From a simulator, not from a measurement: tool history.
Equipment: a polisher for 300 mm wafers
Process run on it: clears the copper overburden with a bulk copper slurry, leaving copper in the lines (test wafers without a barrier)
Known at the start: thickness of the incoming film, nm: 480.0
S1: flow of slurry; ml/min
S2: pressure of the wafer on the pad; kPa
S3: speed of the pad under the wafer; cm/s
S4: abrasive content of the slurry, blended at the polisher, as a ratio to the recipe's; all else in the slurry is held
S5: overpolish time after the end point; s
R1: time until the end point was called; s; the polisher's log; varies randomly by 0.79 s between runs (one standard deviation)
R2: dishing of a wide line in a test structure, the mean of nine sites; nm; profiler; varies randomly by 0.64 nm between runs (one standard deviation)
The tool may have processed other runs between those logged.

run 1 hour=0.0 | S1=305 S2=15.2 S3=84 S4=1.00 S5=16 | R1=89.229 R2=51.351
run 2 hour=7.5 | S1=305 S2=12.4 S3=84 S4=1.00 S5=16 | R1=108.900 R2=45.260
run 3 hour=15.4 | S1=305 S2=12.4 S3=84 S4=1.00 S5=21 | R1=109.920 R2=52.794
run 4 hour=22.2 | S1=305 S2=13.1 S3=88 S4=1.00 S5=19 | R1=98.600 R2=53.424
run 5 hour=23.5 | S1=310 S2=14.5 S3=90 S4=1.05 S5=17 | R1=83.514 R2=54.494
run 6 hour=29.9 | S1=375 S2=14.5 S3=90 S4=1.05 S5=17 | R1=82.267 R2=54.876
run 7 hour=36.7 | S1=390 S2=15.2 S3=92 S4=1.10 S5=15 | R1=76.926 R2=54.167
run 8 hour=44.4 | S1=395 S2=15.9 S3=96 S4=1.05 S5=13 | R1=73.258 R2=52.267
run 9 hour=46.2 | S1=405 S2=15.9 S3=98 S4=1.10 S5=12 | R1=69.150 R2=49.591

Predict the results of run 10:
run 10 hour=47.7 | S1=405 S2=16.5 S3=100 S4=1.15 S5=11 | R1=? R2=?

For run 10 the tool returned R1 66.985 s, R2 48.760 nm.

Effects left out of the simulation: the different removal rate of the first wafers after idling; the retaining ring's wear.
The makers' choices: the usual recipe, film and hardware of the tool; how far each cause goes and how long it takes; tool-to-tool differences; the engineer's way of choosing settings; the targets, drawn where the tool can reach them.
